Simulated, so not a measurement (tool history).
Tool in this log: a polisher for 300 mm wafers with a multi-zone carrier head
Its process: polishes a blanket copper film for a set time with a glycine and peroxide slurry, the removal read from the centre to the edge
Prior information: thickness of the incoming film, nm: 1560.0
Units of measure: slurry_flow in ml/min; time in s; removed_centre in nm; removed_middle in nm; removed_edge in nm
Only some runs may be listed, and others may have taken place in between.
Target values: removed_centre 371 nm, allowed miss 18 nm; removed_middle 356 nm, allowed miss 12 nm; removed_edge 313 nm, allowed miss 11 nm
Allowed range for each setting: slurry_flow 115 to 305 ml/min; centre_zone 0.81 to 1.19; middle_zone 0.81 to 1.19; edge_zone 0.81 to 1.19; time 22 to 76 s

run 1 hour=0 | slurry_flow=195 centre_zone=1 middle_zone=1 edge_zone=1 time=49 | removed_centre=233.17 removed_middle=249.51 removed_edge=231.7
run 2 hour=8.1 | slurry_flow=195 centre_zone=1 middle_zone=0.92 edge_zone=1 time=49 | removed_centre=231.21 removed_middle=233.24 removed_edge=235.32
run 3 hour=16 | slurry_flow=210 centre_zone=1.05 middle_zone=0.97 edge_zone=1.02 time=53 | removed_centre=270.18 removed_middle=265.43 removed_edge=260.94
run 4 hour=19.3 | slurry_flow=210 centre_zone=1.05 middle_zone=0.97 edge_zone=0.97 time=53 | removed_centre=272.58 removed_middle=264.78 removed_edge=257.51
run 5 hour=23.5 | slurry_flow=210 centre_zone=1.08 middle_zone=0.97 edge_zone=0.97 time=53 | removed_centre=272.64 removed_middle=261.23 removed_edge=261.22
run 6 hour=32 | slurry_flow=210 centre_zone=1.02 middle_zone=0.97 edge_zone=0.97 time=53 | removed_centre=267.42 removed_middle=257.34 removed_edge=248.74
run 7 hour=40.1 | slurry_flow=230 centre_zone=1.05 middle_zone=1.02 edge_zone=0.99 time=55 | removed_centre=290.83 removed_middle=283.21 removed_edge=265.82
run 8 hour=42.8 | slurry_flow=240 centre_zone=1.08 middle_zone=1.06 edge_zone=1.01 time=57 | removed_centre=314.36 removed_middle=308.91 removed_edge=282.46
run 9 hour=49 | slurry_flow=250 centre_zone=1.11 middle_zone=1.09 edge_zone=1.02 time=58 | removed_centre=324.81 removed_middle=321.87 removed_edge=290.65
run 10 hour=57.5 | slurry_flow=260 centre_zone=1.13 middle_zone=1.11 edge_zone=1.02 time=59 | removed_centre=342.05 removed_middle=333.59 removed_edge=293.56
run 11 hour=65.8 | slurry_flow=265 centre_zone=1.14 middle_zone=1.12 edge_zone=1.03 time=60 | removed_centre=340.32 removed_middle=335.9 removed_edge=300.39

Exactly one of the 5 candidate moves below puts every result within its allowed miss. Which one?
run A hour=74.1 | slurry_flow=235 centre_zone=1.06 middle_zone=1.19 edge_zone=1 time=60 | removed_centre=? removed_middle=? removed_edge=?
run B hour=74.1 | slurry_flow=280 centre_zone=0.96 middle_zone=1.18 edge_zone=1.02 time=61 | removed_centre=? removed_middle=? removed_edge=?
run C hour=74.1 | slurry_flow=225 centre_zone=1.06 middle_zone=1.12 edge_zone=1.17 time=57 | removed_centre=? removed_middle=? removed_edge=?
run D hour=74.1 | slurry_flow=280 centre_zone=1.19 middle_zone=1.01 edge_zone=1.04 time=58 | removed_centre=? removed_middle=? removed_edge=?
run E hour=74.1 | slurry_flow=305 centre_zone=1.15 middle_zone=1.1 edge_zone=0.99 time=63 | removed_centre=? removed_middle=? removed_edge=?

move=A removed_centre=324.35 removed_middle=348.26 removed_edge=294.75
move=B removed_centre=306 removed_middle=359.53 removed_edge=307.08
move=C removed_centre=306.01 removed_middle=314.71 removed_edge=299.05
move=D removed_centre=359.43 removed_middle=305.6 removed_edge=294.98
move=E removed_centre=381.32 removed_middle=355.78 removed_edge=315.56
A: its largest miss is bigger than the last run's
B: its largest miss is bigger than the last run's
C: its largest miss is bigger than the last run's
D: gets the furthest-off result to its target, but another result is out of tolerance
E: in spec on every target
The right move is E.
